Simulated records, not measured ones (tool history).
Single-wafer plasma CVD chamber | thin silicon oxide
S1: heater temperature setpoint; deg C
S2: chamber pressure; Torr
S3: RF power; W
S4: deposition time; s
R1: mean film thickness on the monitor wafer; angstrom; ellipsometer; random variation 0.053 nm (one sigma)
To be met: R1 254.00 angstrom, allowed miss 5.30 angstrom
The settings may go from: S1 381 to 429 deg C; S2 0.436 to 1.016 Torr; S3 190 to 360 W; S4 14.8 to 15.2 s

Run 1, hour 0.0: S1 405 deg C, S2 0.726 Torr, S3 275 W, S4 14.8 s. Result: R1 208.30 angstrom.
Run 2, hour 7.6: S1 405 deg C, S2 0.726 Torr, S3 275 W, S4 15.2 s. Result: R1 212.95 angstrom.
Run 3, hour 9.4: S1 397 deg C, S2 0.726 Torr, S3 275 W, S4 15.2 s. Result: R1 214.93 angstrom.
Run 4, hour 18.0: S1 397 deg C, S2 0.633 Torr, S3 275 W, S4 15.2 s. Result: R1 187.14 angstrom.
Run 5, hour 22.9: S1 397 deg C, S2 0.633 Torr, S3 275 W, S4 14.8 s. Result: R1 182.02 angstrom.
Run 6, hour 25.6: S1 397 deg C, S2 0.678 Torr, S3 275 W, S4 14.8 s. Result: R1 195.34 angstrom.
Run 7, hour 33.4: S1 397 deg C, S2 0.713 Torr, S3 275 W, S4 14.8 s. Result: R1 205.28 angstrom.
Run 8, hour 42.2: S1 397 deg C, S2 0.741 Torr, S3 275 W, S4 14.8 s. Result: R1 213.73 angstrom.
Run 9, hour 50.7: S1 397 deg C, S2 0.764 Torr, S3 275 W, S4 14.8 s. Result: R1 218.51 angstrom.
Run 10, hour 53.0: S1 397 deg C, S2 0.786 Torr, S3 275 W, S4 14.8 s. Result: R1 225.02 angstrom.

4 next moves are on the table. One of them brings every result within its allowed miss. Which?
Run A, hour 55.3: S1 399 deg C, S2 0.684 Torr, S3 255 W, S4 14.8 s. Result: R1 ?.
Run B, hour 55.3: S1 399 deg C, S2 0.664 Torr, S3 285 W, S4 14.8 s. Result: R1 ?.
Run C, hour 55.3: S1 398 deg C, S2 0.703 Torr, S3 255 W, S4 14.8 s. Result: R1 ?.
Run D, hour 55.3: S1 388 deg C, S2 0.907 Torr, S3 255 W, S4 15.2 s. Result: R1 ?.

move      R1
   A  189.84
   B  194.32
   C  195.05
   D  252.41
A: further off than the last run
B: further off than the last run
C: further off than the last run
D: meets every target
Answer: D
